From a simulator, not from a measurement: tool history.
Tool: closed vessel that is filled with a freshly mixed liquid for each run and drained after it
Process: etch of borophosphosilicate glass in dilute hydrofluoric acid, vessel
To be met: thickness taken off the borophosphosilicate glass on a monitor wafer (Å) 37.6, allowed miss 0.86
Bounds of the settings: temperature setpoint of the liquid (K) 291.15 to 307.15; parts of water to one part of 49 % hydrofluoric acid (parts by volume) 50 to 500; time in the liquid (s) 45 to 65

run  hour  temperature setpoint of the liquid (K)  parts of water to one part of 49 % hydrofluoric acid (parts by volume)  time in the liquid (s)  thickness taken off the borophosphosilicate glass on a monitor wafer (Å)
  1     0                                  299.15                                                                     275                      65                                                                    85.129
  2   2.2                                  298.15                                                                     290                      65                                                                     76.31
  3   9.9                                  297.15                                                                     305                      65                                                                    69.968
  4  12.4                                  296.65                                                                     320                      65                                                                    64.197
  5    19                                  296.15                                                                     330                      65                                                                    61.032
  6  21.1                                  295.65                                                                     340                      65                                                                    57.484
  7  29.5                                  295.15                                                                     350                      65                                                                    54.269
  8  35.3                                  294.65                                                                     360                      65                                                                    51.631
  9  42.1                                  294.15                                                                     370                      65                                                                    48.782
 10  48.4                                  293.65                                                                     375                      65                                                                     47.43
 11  57.6                                  293.15                                                                     380                      65                                                                     45.05

4 next moves are on the table. One of them brings every result within its allowed miss. Which?
  A  66.8                                  294.15                                                                     390                      50                                                                         ?
  B  66.8                                  296.15                                                                     325                      65                                                                         ?
  C  66.8                                  299.65                                                                     425                      50                                                                         ?
  D  66.8                                  293.15                                                                     350                      45                                                                         ?

move  thickness taken off the borophosphosilicate glass on a monitor wafer (Å)
   A                                                                    34.956
   B                                                                    61.906
   C                                                                    37.254
   D                                                                    35.026
A: takes the result that was furthest off past its target
B: further off than the last run
C: meets every target
D: takes the result that was furthest off past its target
The right move is C.

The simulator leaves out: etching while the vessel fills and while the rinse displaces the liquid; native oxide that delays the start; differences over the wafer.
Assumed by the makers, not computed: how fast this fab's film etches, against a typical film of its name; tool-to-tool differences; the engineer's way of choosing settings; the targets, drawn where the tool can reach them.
